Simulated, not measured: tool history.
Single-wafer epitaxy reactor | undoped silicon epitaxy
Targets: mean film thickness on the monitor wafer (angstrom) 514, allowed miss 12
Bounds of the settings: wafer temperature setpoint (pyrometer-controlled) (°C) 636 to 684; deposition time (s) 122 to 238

run    day  wafer temperature setpoint (pyrometer-controlled) (°C)  deposition time (s)  mean film thickness on the monitor wafer (angstrom)
  1      0                                                     660                  180                                               363.87
  2  0.229                                                     660                  202                                               406.16
  3    0.5                                                     661                  202                                               416.99
  4  0.867                                                     662                  202                                               428.94
  5  0.896                                                     662                  221                                               470.18
  6  1.004                                                     652                  221                                               368.57
  7  1.338                                                     653                  221                                               370.25
  8  1.588                                                     654                  221                                               385.76
  9  1.688                                                     655                  221                                               392.55
 10  1.746                                                     656                  221                                               407.67

Which of these 4 next moves meets every target?
  A  1.804                                                     660                  237                                                    ?
  B  1.804                                                     664                  221                                                    ?
  C  1.804                                                     667                  233                                                    ?
  D  1.804                                                     663                  238                                                    ?

move  mean film thickness on the monitor wafer (angstrom)
   A                                               480.34
   B                                               493.42
   C                                               559.02
   D                                               518.72
A: nearer than the last run, and not there yet
B: nearer than the last run, and not there yet
C: takes the result that was furthest off past its target
D: meets every target
Move D is the one to make.

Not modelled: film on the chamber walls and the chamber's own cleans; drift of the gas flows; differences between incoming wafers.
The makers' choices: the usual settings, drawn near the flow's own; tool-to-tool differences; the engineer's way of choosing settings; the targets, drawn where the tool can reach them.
